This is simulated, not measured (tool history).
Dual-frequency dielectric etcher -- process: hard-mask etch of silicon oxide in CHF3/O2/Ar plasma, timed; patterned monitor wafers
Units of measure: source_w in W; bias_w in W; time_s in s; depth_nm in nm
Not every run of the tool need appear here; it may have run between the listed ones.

run	day	source_w	bias_w	time_s	depth_nm
1	0	510	213	27.5	49.52
2	0.138	510	213	27.5	49.964
3	0.329	510	194	27.5	47.535
4	0.454	530	196	27.5	48.156
5	0.567	530	196	29	50.736
6	0.588	540	198	29	51.251
7	0.704	550	201	29	52.517
8	0.917	560	202	29	52.344
9	0.946	570	204	29	53.875

Run 10 has not been measured yet. What should we expect?
10	1.012	570	204	29	?

{"run 10": {"depth_nm": 53.528}}
